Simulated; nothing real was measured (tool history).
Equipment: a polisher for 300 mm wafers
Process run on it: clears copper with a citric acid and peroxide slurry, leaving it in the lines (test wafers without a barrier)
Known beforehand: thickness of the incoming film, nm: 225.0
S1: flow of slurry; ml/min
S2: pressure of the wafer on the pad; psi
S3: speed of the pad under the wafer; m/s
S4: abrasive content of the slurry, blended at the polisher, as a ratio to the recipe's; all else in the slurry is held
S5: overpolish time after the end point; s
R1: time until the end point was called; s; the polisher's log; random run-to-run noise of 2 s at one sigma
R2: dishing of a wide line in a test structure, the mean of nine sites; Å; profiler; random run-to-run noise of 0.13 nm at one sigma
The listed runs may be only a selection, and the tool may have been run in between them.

run 1 day=0 | S1=240 S2=2 S3=0.88 S4=1 S5=13 | R1=192.43 R2=123.76
run 2 day=0.333 | S1=240 S2=2.2 S3=0.88 S4=1 S5=11 | R1=168.93 R2=114.99
run 3 day=0.383 | S1=240 S2=1.9 S3=0.88 S4=1 S5=11 | R1=196.96 R2=101.5
run 4 day=0.521 | S1=240 S2=2.1 S3=0.88 S4=1 S5=10 | R1=186.65 R2=100.57
run 5 day=0.85 | S1=240 S2=2.1 S3=0.88 S4=1 S5=6 | R1=176.64 R2=59.818
run 6 day=1 | S1=240 S2=2.1 S3=0.7 S4=1 S5=6 | R1=220.14 R2=50.012
run 7 day=1.175 | S1=240 S2=2.3 S3=0.74 S4=1 S5=6 | R1=194.27 R2=56.765

Run 8 comes next. What will it give?
run 8 day=1.521 | S1=240 S2=2.4 S3=0.78 S4=1 S5=6 | R1=? R2=?

R1: 177.16 s
R2: 63.137 Å
